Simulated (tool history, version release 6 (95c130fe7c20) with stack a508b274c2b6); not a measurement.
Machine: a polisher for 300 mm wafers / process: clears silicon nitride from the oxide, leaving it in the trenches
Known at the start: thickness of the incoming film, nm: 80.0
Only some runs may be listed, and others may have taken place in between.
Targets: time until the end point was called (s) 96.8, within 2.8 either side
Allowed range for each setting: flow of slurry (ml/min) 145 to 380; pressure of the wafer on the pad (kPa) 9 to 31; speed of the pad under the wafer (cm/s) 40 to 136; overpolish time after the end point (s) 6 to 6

run,hour,flow of slurry (ml/min),pressure of the wafer on the pad (kPa),speed of the pad under the wafer (cm/s),overpolish time after the end point (s),time until the end point was called (s)
1,0,245,20,88,6,118.29
2,6.8,245,15.9,88,6,143.16
3,15.3,250,17.9,88,6,127.42
4,20.5,250,17.9,74,6,143.99
5,28.6,250,20,74,6,131.55
6,32.1,260,21.4,74,6,122.78
7,36.4,270,22.8,74,6,117.5
8,43.2,270,24.1,74,6,111.44
9,44.9,270,24.8,74,6,107.21
10,52.1,270,24.8,74,6,106.46
11,55.7,270,25.5,74,6,106.4
12,57.1,275,26.2,74,6,103.64
13,57.9,275,26.9,74,6,101.14
14,63.2,275,26.9,74,6,98.945

4 next moves are on the table. One of them brings every result within its allowed miss. Which?
A,68.5,265,29,70,6,?
B,68.5,310,21.4,94,6,?
C,68.5,180,28.3,72,6,?
D,68.5,280,24.1,82,6,?

move,time until the end point was called (s)
A,96.705
B,101.88
C,103.45
D,101.85
A: every result within its allowed miss
B: its largest miss is bigger than the last run's
C: its largest miss is bigger than the last run's
D: its largest miss is bigger than the last run's
Go with A: it meets all targets.
